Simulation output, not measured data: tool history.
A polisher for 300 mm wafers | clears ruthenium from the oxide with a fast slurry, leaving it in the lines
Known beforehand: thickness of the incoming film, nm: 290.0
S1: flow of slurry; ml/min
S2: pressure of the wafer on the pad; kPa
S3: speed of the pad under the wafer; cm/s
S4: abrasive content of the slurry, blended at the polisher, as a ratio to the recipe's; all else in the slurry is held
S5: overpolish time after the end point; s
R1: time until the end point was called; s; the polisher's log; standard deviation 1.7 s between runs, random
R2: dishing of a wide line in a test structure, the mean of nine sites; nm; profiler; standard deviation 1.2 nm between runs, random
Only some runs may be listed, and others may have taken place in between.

{"run": 1, "day": 0.0, "S1": 295, "S2": 17.2, "S3": 96, "S4": 1, "S5": 28, "R1": 92.909, "R2": 60.63}
{"run": 2, "day": 0.354, "S1": 295, "S2": 13.8, "S3": 96, "S4": 1, "S5": 28, "R1": 115.36, "R2": 52.966}
{"run": 3, "day": 0.45, "S1": 295, "S2": 15.9, "S3": 96, "S4": 1, "S5": 28, "R1": 99.37, "R2": 56.149}
{"run": 4, "day": 0.542, "S1": 295, "S2": 20, "S3": 96, "S4": 1, "S5": 28, "R1": 83.345, "R2": 65.886}
{"run": 5, "day": 0.842, "S1": 295, "S2": 16.5, "S3": 96, "S4": 1, "S5": 28, "R1": 97.349, "R2": 59.153}
{"run": 6, "day": 1.067, "S1": 295, "S2": 13.8, "S3": 96, "S4": 1, "S5": 28, "R1": 111.96, "R2": 53.418}
{"run": 7, "day": 1.429, "S1": 295, "S2": 13.8, "S3": 96, "S4": 1, "S5": 31, "R1": 113.02, "R2": 57.341}
{"run": 8, "day": 1.679, "S1": 295, "S2": 13.8, "S3": 96, "S4": 1, "S5": 33, "R1": 111.98, "R2": 59.073}
{"run": 9, "day": 1.854, "S1": 295, "S2": 13.1, "S3": 96, "S4": 1, "S5": 35, "R1": 119.03, "R2": 58.42}

Predict the results of run 10:
{"run": 10, "day": 2.192, "S1": 295, "S2": 13.1, "S3": 96, "S4": 1, "S5": 37, "R1": "?", "R2": "?"}

Run 10 gave R1 115.64 s, R2 61.521 nm.
